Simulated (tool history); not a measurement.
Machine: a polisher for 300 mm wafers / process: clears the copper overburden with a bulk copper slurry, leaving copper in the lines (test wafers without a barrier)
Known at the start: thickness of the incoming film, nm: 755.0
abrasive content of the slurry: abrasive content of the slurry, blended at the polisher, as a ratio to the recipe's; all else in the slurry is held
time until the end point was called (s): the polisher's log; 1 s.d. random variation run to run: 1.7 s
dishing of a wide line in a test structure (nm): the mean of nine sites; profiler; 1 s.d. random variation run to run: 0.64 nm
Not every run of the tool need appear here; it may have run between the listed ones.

run  hour  flow of slurry (ml/min)  pressure of the wafer on the pad (kPa)  speed of the pad under the wafer (cm/s)  abrasive content of the slurry  overpolish time after the end point (s)  time until the end point was called (s)  dishing of a wide line in a test structure (nm)
  1     0                      165                                    12.4                                      102                               1                                       16                                   126.96                                           49.169
  2   1.8                      165                                    12.4                                      102                               1                                       15                                    124.6                                           45.899
  3   7.9                      165                                     9.7                                      102                               1                                       15                                   164.45                                           39.489
  4  12.4                      165                                     9.7                                      102                               1                                       14                                   161.41                                           37.271
  5  13.6                      165                                     9.7                                      102                               1                                       20                                   162.13                                           47.296
  6  21.7                      165                                     9.7                                      102                               1                                       13                                   162.21                                           36.568
  7  23.8                      165                                     9.7                                      102                               1                                       12                                   163.74                                           33.322
  8  27.4                      175                                    10.3                                      102                               1                                       10                                   150.08                                           32.885

For run 9, what comes out?
  9  31.8                      175                                    10.3                                      102                               1                                       10                                        ?                                                ?

{"run 9": {"time until the end point was called (s)": 148.22, "dishing of a wide line in a test structure (nm)": 31.251}}
